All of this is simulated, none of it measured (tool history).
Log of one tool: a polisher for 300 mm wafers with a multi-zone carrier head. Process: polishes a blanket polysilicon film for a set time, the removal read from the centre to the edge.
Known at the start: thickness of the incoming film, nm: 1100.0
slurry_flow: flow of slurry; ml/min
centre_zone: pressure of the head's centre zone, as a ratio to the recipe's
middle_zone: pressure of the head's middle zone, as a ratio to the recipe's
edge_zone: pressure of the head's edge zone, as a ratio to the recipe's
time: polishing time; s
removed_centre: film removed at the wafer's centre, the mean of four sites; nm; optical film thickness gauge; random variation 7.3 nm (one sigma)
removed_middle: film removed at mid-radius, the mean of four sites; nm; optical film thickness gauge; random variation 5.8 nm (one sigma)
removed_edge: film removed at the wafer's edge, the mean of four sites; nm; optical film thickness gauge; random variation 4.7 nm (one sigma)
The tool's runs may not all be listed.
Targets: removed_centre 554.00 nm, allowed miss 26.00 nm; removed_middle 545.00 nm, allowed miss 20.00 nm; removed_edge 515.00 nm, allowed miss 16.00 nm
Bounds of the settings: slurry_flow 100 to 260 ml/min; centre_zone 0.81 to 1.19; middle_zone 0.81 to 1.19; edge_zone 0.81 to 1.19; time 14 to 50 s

run 1 day=0.000 | slurry_flow=165 centre_zone=1.00 middle_zone=1.00 edge_zone=1.00 time=32 | removed_centre=416.96 removed_middle=416.86 removed_edge=408.73
run 2 day=0.217 | slurry_flow=185 centre_zone=1.00 middle_zone=1.00 edge_zone=1.00 time=32 | removed_centre=428.81 removed_middle=434.61 removed_edge=417.89
run 3 day=0.312 | slurry_flow=200 centre_zone=1.02 middle_zone=1.01 edge_zone=1.03 time=33 | removed_centre=464.85 removed_middle=454.51 removed_edge=441.70
run 4 day=0.600 | slurry_flow=200 centre_zone=1.02 middle_zone=0.96 edge_zone=1.03 time=33 | removed_centre=455.95 removed_middle=445.00 removed_edge=440.50
run 5 day=0.712 | slurry_flow=210 centre_zone=1.03 middle_zone=0.99 edge_zone=1.05 time=34 | removed_centre=474.50 removed_middle=456.23 removed_edge=459.48
run 6 day=0.896 | slurry_flow=220 centre_zone=1.03 middle_zone=1.01 edge_zone=1.04 time=35 | removed_centre=503.17 removed_middle=494.92 removed_edge=468.30
run 7 day=1.183 | slurry_flow=225 centre_zone=1.03 middle_zone=1.02 edge_zone=1.06 time=36 | removed_centre=507.16 removed_middle=508.54 removed_edge=491.79
run 8 day=1.275 | slurry_flow=230 centre_zone=1.04 middle_zone=1.03 edge_zone=1.06 time=36 | removed_centre=516.40 removed_middle=498.66 removed_edge=491.16
run 9 day=1.388 | slurry_flow=240 centre_zone=1.06 middle_zone=1.12 edge_zone=1.07 time=38 | removed_centre=563.38 removed_middle=580.13 removed_edge=521.99
run 10 day=1.675 | slurry_flow=240 centre_zone=1.06 middle_zone=1.12 edge_zone=1.07 time=38 | removed_centre=553.32 removed_middle=567.36 removed_edge=519.57

5 next moves are on the table. One of them brings every result within its allowed miss. Which?
run A day=1.962 | slurry_flow=225 centre_zone=1.05 middle_zone=1.19 edge_zone=1.07 time=38 | removed_centre=? removed_middle=? removed_edge=?
run B day=1.962 | slurry_flow=250 centre_zone=1.14 middle_zone=1.06 edge_zone=1.05 time=37 | removed_centre=? removed_middle=? removed_edge=?
run C day=1.962 | slurry_flow=175 centre_zone=1.02 middle_zone=1.16 edge_zone=1.00 time=41 | removed_centre=? removed_middle=? removed_edge=?
run D day=1.962 | slurry_flow=180 centre_zone=1.05 middle_zone=1.05 edge_zone=1.00 time=40 | removed_centre=? removed_middle=? removed_edge=?
run E day=1.962 | slurry_flow=260 centre_zone=0.98 middle_zone=1.12 edge_zone=0.92 time=40 | removed_centre=? removed_middle=? removed_edge=?

move=A removed_centre=557.22 removed_middle=583.52 removed_edge=522.14
move=B removed_centre=598.66 removed_middle=532.59 removed_edge=510.23
move=C removed_centre=558.48 removed_middle=594.80 removed_edge=531.61
move=D removed_centre=563.69 removed_middle=544.94 removed_edge=521.00
move=E removed_centre=559.14 removed_middle=601.25 removed_edge=522.79
A: further off than the last run
B: brings the result that was furthest off to its target, and leaves another outside
C: further off than the last run
D: meets every target
E: further off than the last run
The right move is D.
